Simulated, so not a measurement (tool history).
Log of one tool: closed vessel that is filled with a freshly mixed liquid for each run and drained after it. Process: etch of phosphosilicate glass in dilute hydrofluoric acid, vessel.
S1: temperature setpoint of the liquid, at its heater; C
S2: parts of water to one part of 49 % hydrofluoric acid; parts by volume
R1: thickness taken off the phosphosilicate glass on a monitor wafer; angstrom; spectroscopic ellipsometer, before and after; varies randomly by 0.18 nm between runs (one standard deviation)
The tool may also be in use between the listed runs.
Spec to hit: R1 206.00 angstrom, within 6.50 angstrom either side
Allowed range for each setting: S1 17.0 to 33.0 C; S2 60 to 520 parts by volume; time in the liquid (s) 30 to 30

Run 1, hour 0.0: S1 25.0 C, S2 290 parts by volume, time in the liquid (s) 30. Result: R1 165.28 angstrom.
Run 2, hour 3.1: S1 26.5 C, S2 290 parts by volume, time in the liquid (s) 30. Result: R1 176.49 angstrom.
Run 3, hour 3.8: S1 26.5 C, S2 290 parts by volume, time in the liquid (s) 30. Result: R1 176.80 angstrom.
Run 4, hour 4.7: S1 24.0 C, S2 290 parts by volume, time in the liquid (s) 30. Result: R1 162.21 angstrom.
At hour 7.3: thermometer replaced.
Run 5, hour 7.3: S1 24.0 C, S2 230 parts by volume, time in the liquid (s) 30. Result: R1 230.63 angstrom.
Run 6, hour 10.5: S1 24.0 C, S2 190 parts by volume, time in the liquid (s) 30. Result: R1 290.71 angstrom.
Run 7, hour 15.5: S1 24.0 C, S2 190 parts by volume, time in the liquid (s) 30. Result: R1 292.16 angstrom.
Run 8, hour 20.8: S1 24.0 C, S2 190 parts by volume, time in the liquid (s) 30. Result: R1 294.40 angstrom.

Of the 5 settings listed for the next run, only one would bring every result within its allowed miss of target. Which one?
Run A, hour 26.1: S1 22.5 C, S2 210 parts by volume, time in the liquid (s) 30. Result: R1 ?.
Run B, hour 26.1: S1 26.0 C, S2 125 parts by volume, time in the liquid (s) 30. Result: R1 ?.
Run C, hour 26.1: S1 24.5 C, S2 220 parts by volume, time in the liquid (s) 30. Result: R1 ?.
Run D, hour 26.1: S1 23.5 C, S2 250 parts by volume, time in the liquid (s) 30. Result: R1 ?.
Run E, hour 26.1: S1 24.0 C, S2 210 parts by volume, time in the liquid (s) 30. Result: R1 ?.

move      R1
   A  244.79
   B  516.44
   C  248.89
   D  204.79
   E  258.77
A: nearer the targets than the last run, but a result is still out of spec
B: further off than the last run
C: nearer the targets than the last run, but a result is still out of spec
D: every result within its allowed miss
E: nearer the targets than the last run, but a result is still out of spec
Correct choice: D, which meets every target

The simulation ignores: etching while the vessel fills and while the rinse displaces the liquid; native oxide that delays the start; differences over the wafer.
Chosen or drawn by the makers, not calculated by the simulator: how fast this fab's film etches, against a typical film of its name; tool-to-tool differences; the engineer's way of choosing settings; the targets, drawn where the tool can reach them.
